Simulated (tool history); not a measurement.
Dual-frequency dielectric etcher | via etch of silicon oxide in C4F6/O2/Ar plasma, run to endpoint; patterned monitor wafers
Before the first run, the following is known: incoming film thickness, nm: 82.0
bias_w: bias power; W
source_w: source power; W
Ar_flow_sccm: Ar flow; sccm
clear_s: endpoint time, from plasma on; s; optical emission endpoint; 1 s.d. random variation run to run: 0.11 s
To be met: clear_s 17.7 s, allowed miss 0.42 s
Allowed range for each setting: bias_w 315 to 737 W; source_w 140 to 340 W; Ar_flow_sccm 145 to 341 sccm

Run 1, day 0: bias_w 526 W, source_w 240 W, Ar_flow_sccm 243 sccm. Result: clear_s 19.822 s.
Run 2, day 0.025: bias_w 526 W, source_w 240 W, Ar_flow_sccm 223 sccm. Result: clear_s 19.638 s.
Run 3, day 0.275: bias_w 526 W, source_w 240 W, Ar_flow_sccm 243 sccm. Result: clear_s 19.976 s.
Run 4, day 0.571: bias_w 460 W, source_w 240 W, Ar_flow_sccm 243 sccm. Result: clear_s 20.394 s.
Run 5, day 0.733: bias_w 460 W, source_w 240 W, Ar_flow_sccm 211 sccm. Result: clear_s 20.308 s.
Run 6, day 0.967: bias_w 393 W, source_w 240 W, Ar_flow_sccm 211 sccm. Result: clear_s 20.919 s.
Run 7, day 1.217: bias_w 417 W, source_w 250 W, Ar_flow_sccm 210 sccm. Result: clear_s 20.171 s.
Run 8, day 1.538: bias_w 435 W, source_w 250 W, Ar_flow_sccm 209 sccm. Result: clear_s 20.192 s.
Run 9, day 1.638: bias_w 541 W, source_w 290 W, Ar_flow_sccm 200 sccm. Result: clear_s 18.19 s.
Run 10, day 1.738: bias_w 545 W, source_w 290 W, Ar_flow_sccm 200 sccm. Result: clear_s 18.147 s.

Which single option among these 4 for the next run brings every result within its allowed miss of target? Just one does.
Run A, day 1.838: bias_w 575 W, source_w 320 W, Ar_flow_sccm 249 sccm. Result: clear_s ?.
Run B, day 1.838: bias_w 537 W, source_w 250 W, Ar_flow_sccm 154 sccm. Result: clear_s ?.
Run C, day 1.838: bias_w 544 W, source_w 270 W, Ar_flow_sccm 218 sccm. Result: clear_s ?.
Run D, day 1.838: bias_w 413 W, source_w 330 W, Ar_flow_sccm 268 sccm. Result: clear_s ?.

move  clear_s
   A   17.838
   B   18.832
   C   18.927
   D   18.879
A: all results in spec
B: further off than the last run
C: further off than the last run
D: further off than the last run
A meets every target.
